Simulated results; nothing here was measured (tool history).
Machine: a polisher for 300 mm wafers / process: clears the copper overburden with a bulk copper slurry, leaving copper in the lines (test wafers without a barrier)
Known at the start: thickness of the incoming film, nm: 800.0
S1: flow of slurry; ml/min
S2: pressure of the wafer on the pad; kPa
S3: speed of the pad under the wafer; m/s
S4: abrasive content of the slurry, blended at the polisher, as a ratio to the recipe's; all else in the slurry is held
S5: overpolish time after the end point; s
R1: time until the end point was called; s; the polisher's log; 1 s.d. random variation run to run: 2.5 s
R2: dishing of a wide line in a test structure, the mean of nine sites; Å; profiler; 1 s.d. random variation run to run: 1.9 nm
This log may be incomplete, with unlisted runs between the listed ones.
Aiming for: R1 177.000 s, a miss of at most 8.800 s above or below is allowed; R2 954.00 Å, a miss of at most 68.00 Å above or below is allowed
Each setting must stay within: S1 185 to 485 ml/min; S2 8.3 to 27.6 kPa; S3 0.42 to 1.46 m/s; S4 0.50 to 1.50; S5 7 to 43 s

run	day	S1	S2	S3	S4	S5	R1	R2
1	0.000	310	17.9	0.94	1.00	22	103.320	998.71
2	0.321	375	17.9	0.94	1.00	22	99.709	1000.80
3	0.458	415	17.9	0.94	1.00	22	100.070	987.70
4	0.733	410	15.2	0.92	1.00	26	118.350	979.42
5	1.000	410	15.2	0.92	1.00	33	120.750	1114.00
6	1.317	335	15.2	0.92	1.00	33	122.390	1071.60
7	1.408	335	15.2	0.92	1.00	33	122.810	1112.90
8	1.762	335	15.2	0.92	1.00	33	122.630	1084.70
9	1.996	335	13.8	0.90	1.00	35	136.950	1055.20
10	2.112	335	12.4	0.90	1.00	36	152.400	959.43
11	2.279	335	11.7	0.90	1.00	37	160.770	959.62
12	2.421	335	11.7	0.90	1.00	37	156.300	972.13

Exercise: of the 4 proposed moves below, exactly one satisfies all targets within the stated allowed misses. Which move is it?
A	2.562	310	12.4	0.88	0.90	30	?	?
B	2.562	315	15.2	0.68	1.15	34	?	?
C	2.562	265	12.4	0.80	0.95	41	?	?
D	2.562	285	15.9	0.56	0.90	40	?	?

move	R1	R2
A	158.080	861.54
B	157.600	963.19
C	173.580	967.40
D	194.120	946.33
A: closes in on the targets versus the last run, not all within tolerance yet
B: closes in on the targets versus the last run, not all within tolerance yet
C: every result lands within tolerance
D: carries the result that was furthest off beyond its target, to the other side
The right move is C.

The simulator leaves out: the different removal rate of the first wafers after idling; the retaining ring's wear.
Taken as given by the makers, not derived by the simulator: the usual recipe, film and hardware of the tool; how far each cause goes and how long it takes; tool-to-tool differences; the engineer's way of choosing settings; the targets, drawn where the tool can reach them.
